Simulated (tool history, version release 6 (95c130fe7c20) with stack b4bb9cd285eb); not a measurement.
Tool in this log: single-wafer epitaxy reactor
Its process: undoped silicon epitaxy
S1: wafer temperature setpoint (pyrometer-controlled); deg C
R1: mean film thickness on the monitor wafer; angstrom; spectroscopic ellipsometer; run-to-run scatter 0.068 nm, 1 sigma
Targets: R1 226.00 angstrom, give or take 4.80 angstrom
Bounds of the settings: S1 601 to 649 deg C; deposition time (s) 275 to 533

Run 1, hour 0.0: S1 625 deg C, deposition time (s) 404. Result: R1 428.33 angstrom.
Run 2, hour 2.8: S1 621 deg C, deposition time (s) 404. Result: R1 390.22 angstrom.
Run 3, hour 5.5: S1 617 deg C, deposition time (s) 397. Result: R1 350.85 angstrom.
Run 4, hour 14.5: S1 614 deg C, deposition time (s) 391. Result: R1 325.41 angstrom.
Run 5, hour 21.8: S1 611 deg C, deposition time (s) 384. Result: R1 295.28 angstrom.
Run 6, hour 25.7: S1 601 deg C, deposition time (s) 384. Result: R1 236.65 angstrom.
Run 7, hour 28.6: S1 601 deg C, deposition time (s) 380. Result: R1 234.89 angstrom.
Run 8, hour 33.1: S1 601 deg C, deposition time (s) 380. Result: R1 235.00 angstrom.
Run 9, hour 39.7: S1 601 deg C, deposition time (s) 377. Result: R1 232.71 angstrom.
Run 10, hour 42.5: S1 601 deg C, deposition time (s) 375. Result: R1 231.80 angstrom.
At hour 45.1: pyrometer calibrated.
Run 11, hour 45.1: S1 601 deg C, deposition time (s) 373. Result: R1 205.63 angstrom.
Run 12, hour 53.9: S1 601 deg C, deposition time (s) 373. Result: R1 205.28 angstrom.

Exactly one of the 4 candidate moves below puts every result within its allowed miss. Which one?
Run A, hour 62.7: S1 601 deg C, deposition time (s) 407. Result: R1 ?.
Run B, hour 62.7: S1 603 deg C, deposition time (s) 346. Result: R1 ?.
Run C, hour 62.7: S1 606 deg C, deposition time (s) 302. Result: R1 ?.
Run D, hour 62.7: S1 604 deg C, deposition time (s) 312. Result: R1 ?.

move      R1
   A  224.04
   B  199.57
   C  186.75
   D  184.19
A: hits every target within its allowed miss
B: the biggest miss grows against the last run
C: the biggest miss grows against the last run
D: the biggest miss grows against the last run
So the answer is move A, the one that meets all the targets.

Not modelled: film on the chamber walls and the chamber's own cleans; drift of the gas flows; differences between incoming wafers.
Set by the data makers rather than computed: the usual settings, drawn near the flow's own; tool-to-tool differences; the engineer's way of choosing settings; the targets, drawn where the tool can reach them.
